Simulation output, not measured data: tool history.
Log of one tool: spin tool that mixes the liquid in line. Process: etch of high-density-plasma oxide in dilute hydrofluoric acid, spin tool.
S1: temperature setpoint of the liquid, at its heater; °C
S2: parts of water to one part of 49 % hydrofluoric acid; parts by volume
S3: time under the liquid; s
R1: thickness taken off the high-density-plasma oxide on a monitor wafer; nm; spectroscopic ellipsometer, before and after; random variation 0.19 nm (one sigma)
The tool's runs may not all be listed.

| run | hour | S1 | S2 | S3 | R1 |
|---|---|---|---|---|---|
| 1 | 0 | 21 | 265 | 310 | 4.5294 |
| 2 | 7.2 | 21.5 | 245 | 310 | 5.1468 |
| 3 | 11.8 | 22 | 230 | 310 | 5.5773 |
| 4 | 13.6 | 22.5 | 215 | 310 | 6.3128 |
| 5 | 21.3 | 23 | 205 | 310 | 6.6277 |
| 6 | 28.6 | 23 | 240 | 310 | 5.4644 |
| 7 | 30.5 | 23.5 | 220 | 310 | 6.1847 |
| 8 | 37.6 | 24 | 205 | 310 | 6.9722 |
| 9 | 38.5 | 24.5 | 195 | 310 | 7.5066 |
| 10 | 40.5 | 25 | 185 | 310 | 8.2253 |
| 11 | 45.2 | 25.5 | 175 | 310 | 8.9553 |
| 12 | 53.6 | 26 | 170 | 310 | 9.4376 |
| 13 | 58 | 26.5 | 165 | 310 | 10.021 |

Run 14 comes next. What will it give?
| 14 | 59.8 | 29 | 90 | 310 | ? |

Run 14 gave R1 22.016 nm.
